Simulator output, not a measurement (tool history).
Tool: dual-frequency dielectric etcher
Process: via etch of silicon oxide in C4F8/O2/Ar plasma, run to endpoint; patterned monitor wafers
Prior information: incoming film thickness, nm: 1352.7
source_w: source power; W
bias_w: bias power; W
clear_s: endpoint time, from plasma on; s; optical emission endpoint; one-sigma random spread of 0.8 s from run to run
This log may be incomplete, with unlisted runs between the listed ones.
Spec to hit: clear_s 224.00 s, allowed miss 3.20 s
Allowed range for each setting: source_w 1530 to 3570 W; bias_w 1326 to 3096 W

| run | hour | source_w | bias_w | clear_s |
|---|---|---|---|---|
| 1 | 0.0 | 2550 | 2211 | 241.12 |
| 2 | 1.5 | 2760 | 2211 | 235.97 |
| 3 | 2.1 | 2760 | 1866 | 243.34 |
| 4 | 2.7 | 2830 | 1876 | 240.08 |
| 5 | 5.4 | 2400 | 1876 | 257.20 |
| 6 | 11.3 | 2500 | 1889 | 252.02 |
| 7 | 13.6 | 2590 | 1902 | 249.49 |
| 8 | 17.8 | 2670 | 1912 | 245.42 |
| 9 | 25.4 | 2740 | 1921 | 241.32 |
| 10 | 29.4 | 2790 | 1927 | 240.34 |
| 11 | 30.3 | 2840 | 1934 | 240.46 |
| 12 | 36.5 | 2900 | 1944 | 237.94 |

Exactly one of the 4 candidate moves below puts every result within its allowed miss. Which one?
| A | 42.7 | 3570 | 2063 | ? |
| B | 42.7 | 3180 | 1886 | ? |
| C | 42.7 | 2130 | 2141 | ? |
| D | 42.7 | 2880 | 2503 | ? |

| move | clear_s |
|---|---|
| A | 214.91 |
| B | 229.53 |
| C | 260.28 |
| D | 223.08 |
A: pushes the last run's worst result past its target
B: nearer the targets than the last run, but a result is still out of spec
C: lands further from the targets than the last run did
D: all results land within tolerance of their targets
D meets every target.
